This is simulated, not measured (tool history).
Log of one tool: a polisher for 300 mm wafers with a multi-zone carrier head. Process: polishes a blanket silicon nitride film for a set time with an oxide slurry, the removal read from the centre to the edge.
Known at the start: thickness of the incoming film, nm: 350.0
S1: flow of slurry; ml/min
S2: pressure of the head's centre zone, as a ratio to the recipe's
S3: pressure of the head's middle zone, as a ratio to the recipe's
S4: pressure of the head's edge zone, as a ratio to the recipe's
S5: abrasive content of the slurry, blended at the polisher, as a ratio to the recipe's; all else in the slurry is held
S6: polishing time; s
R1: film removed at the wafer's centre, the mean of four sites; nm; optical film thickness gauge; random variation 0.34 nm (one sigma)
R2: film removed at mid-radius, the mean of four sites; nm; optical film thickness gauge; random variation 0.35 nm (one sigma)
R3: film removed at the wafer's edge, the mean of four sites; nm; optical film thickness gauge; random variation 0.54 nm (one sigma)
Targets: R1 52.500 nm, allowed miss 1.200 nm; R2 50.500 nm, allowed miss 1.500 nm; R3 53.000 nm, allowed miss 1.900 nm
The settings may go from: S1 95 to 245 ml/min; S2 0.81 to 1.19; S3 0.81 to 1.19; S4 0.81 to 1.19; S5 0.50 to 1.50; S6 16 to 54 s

{"run": 1, "hour": 0.0, "S1": 155, "S2": 1.0, "S3": 1.0, "S4": 1.0, "S5": 1.0, "S6": 35, "R1": 32.017, "R2": 32.328, "R3": 32.029}
{"run": 2, "hour": 6.7, "S1": 165, "S2": 1.01, "S3": 1.01, "S4": 1.04, "S5": 1.1, "S6": 36, "R1": 35.085, "R2": 35.351, "R3": 34.949}
{"run": 3, "hour": 12.6, "S1": 165, "S2": 1.02, "S3": 1.01, "S4": 1.07, "S5": 1.2, "S6": 38, "R1": 38.162, "R2": 39.071, "R3": 39.03}
{"run": 4, "hour": 14.8, "S1": 170, "S2": 1.04, "S3": 1.0, "S4": 1.09, "S5": 1.25, "S6": 39, "R1": 40.528, "R2": 40.07, "R3": 40.167}
{"run": 5, "hour": 15.3, "S1": 170, "S2": 1.04, "S3": 1.0, "S4": 1.17, "S5": 1.25, "S6": 39, "R1": 40.799, "R2": 40.329, "R3": 41.207}
{"run": 6, "hour": 23.9, "S1": 170, "S2": 1.04, "S3": 1.0, "S4": 1.17, "S5": 1.25, "S6": 32, "R1": 33.592, "R2": 32.634, "R3": 33.803}
{"run": 7, "hour": 31.0, "S1": 170, "S2": 1.04, "S3": 0.99, "S4": 1.17, "S5": 1.3, "S6": 35, "R1": 36.89, "R2": 36.483, "R3": 38.2}
{"run": 8, "hour": 32.1, "S1": 175, "S2": 1.05, "S3": 0.99, "S4": 1.17, "S5": 1.35, "S6": 37, "R1": 40.175, "R2": 39.392, "R3": 40.739}
{"run": 9, "hour": 38.8, "S1": 175, "S2": 1.06, "S3": 0.98, "S4": 1.17, "S5": 1.4, "S6": 39, "R1": 43.487, "R2": 41.65, "R3": 43.513}
{"run": 10, "hour": 44.7, "S1": 180, "S2": 1.06, "S3": 0.98, "S4": 1.17, "S5": 1.4, "S6": 40, "R1": 44.306, "R2": 42.627, "R3": 44.162}
{"hour": 51.5, "done": "edge zone pressure recalibrated"}
{"run": 11, "hour": 51.5, "S1": 170, "S2": 1.06, "S3": 0.98, "S4": 1.17, "S5": 1.4, "S6": 41, "R1": 45.232, "R2": 43.829, "R3": 46.51}

Which of these 5 next moves meets every target?
{"run": "A", "hour": 58.3, "S1": 200, "S2": 1.01, "S3": 1.01, "S4": 1.19, "S5": 1.25, "S6": 47, "R1": "?", "R2": "?", "R3": "?"}
{"run": "B", "hour": 58.3, "S1": 205, "S2": 1.13, "S3": 1.17, "S4": 1.14, "S5": 1.4, "S6": 40, "R1": "?", "R2": "?", "R3": "?"}
{"run": "C", "hour": 58.3, "S1": 115, "S2": 0.91, "S3": 0.87, "S4": 1.19, "S5": 1.5, "S6": 53, "R1": "?", "R2": "?", "R3": "?"}
{"run": "D", "hour": 58.3, "S1": 120, "S2": 1.13, "S3": 1.01, "S4": 1.1, "S5": 1.45, "S6": 49, "R1": "?", "R2": "?", "R3": "?"}
{"run": "E", "hour": 58.3, "S1": 165, "S2": 1.01, "S3": 0.87, "S4": 1.19, "S5": 1.25, "S6": 51, "R1": "?", "R2": "?", "R3": "?"}

move=A R1=49.492 R2=50.671 R3=51.912
move=B R1=47.286 R2=51.169 R3=45.440
move=C R1=49.797 R2=48.537 R3=58.106
move=D R1=52.434 R2=50.715 R3=51.980
move=E R1=51.849 R2=47.077 R3=55.178
A: nearer than the last run, and not there yet
B: nearer than the last run, and not there yet
C: nearer than the last run, and not there yet
D: meets every target
E: brings the result that was furthest off to its target, and leaves another outside
Answer: D
